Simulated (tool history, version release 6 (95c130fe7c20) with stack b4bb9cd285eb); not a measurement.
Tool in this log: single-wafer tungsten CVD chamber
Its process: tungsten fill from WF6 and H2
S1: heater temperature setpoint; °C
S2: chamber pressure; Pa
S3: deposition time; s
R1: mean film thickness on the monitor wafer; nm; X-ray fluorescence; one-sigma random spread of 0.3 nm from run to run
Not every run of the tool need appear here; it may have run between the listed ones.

run 1 day=0 | S1=385 S2=6399 S3=24.6 | R1=64.776
run 2 day=0.246 | S1=379 S2=6399 S3=24.6 | R1=56.733
run 3 day=0.412 | S1=382 S2=6413 S3=24.6 | R1=60.341
run 4 day=0.704 | S1=384 S2=6426 S3=24.6 | R1=63.472
run 5 day=0.792 | S1=385 S2=6439 S3=24.6 | R1=65.235
run 6 day=1.075 | S1=385 S2=5546 S3=24.6 | R1=61.212

For run 7, what comes out?
run 7 day=1.308 | S1=387 S2=5560 S3=24.6 | R1=?

R1: 63.783 nm
